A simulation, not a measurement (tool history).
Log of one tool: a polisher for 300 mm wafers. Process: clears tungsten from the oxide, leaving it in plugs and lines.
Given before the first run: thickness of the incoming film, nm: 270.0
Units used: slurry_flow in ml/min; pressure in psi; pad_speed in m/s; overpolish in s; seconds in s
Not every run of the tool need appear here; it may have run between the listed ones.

| run | hour | slurry_flow | pressure | pad_speed | slurry_solids | overpolish | seconds |
|---|---|---|---|---|---|---|---|
| 1 | 0.0 | 175 | 2.9 | 1.10 | 1.00 | 13 | 77.161 |
| 2 | 2.8 | 175 | 2.2 | 1.10 | 1.00 | 13 | 101.340 |
| 3 | 9.6 | 175 | 2.2 | 1.28 | 1.00 | 13 | 90.497 |
| 4 | 13.3 | 170 | 1.9 | 1.12 | 0.95 | 13 | 116.550 |
| 5 | 21.0 | 170 | 1.3 | 1.12 | 0.95 | 13 | 173.060 |
| 6 | 22.1 | 140 | 1.3 | 1.12 | 0.95 | 13 | 171.700 |

Expected results for the next run?
| 7 | 27.4 | 140 | 1.3 | 1.12 | 0.95 | 13 | ? |

seconds: 176.720 s

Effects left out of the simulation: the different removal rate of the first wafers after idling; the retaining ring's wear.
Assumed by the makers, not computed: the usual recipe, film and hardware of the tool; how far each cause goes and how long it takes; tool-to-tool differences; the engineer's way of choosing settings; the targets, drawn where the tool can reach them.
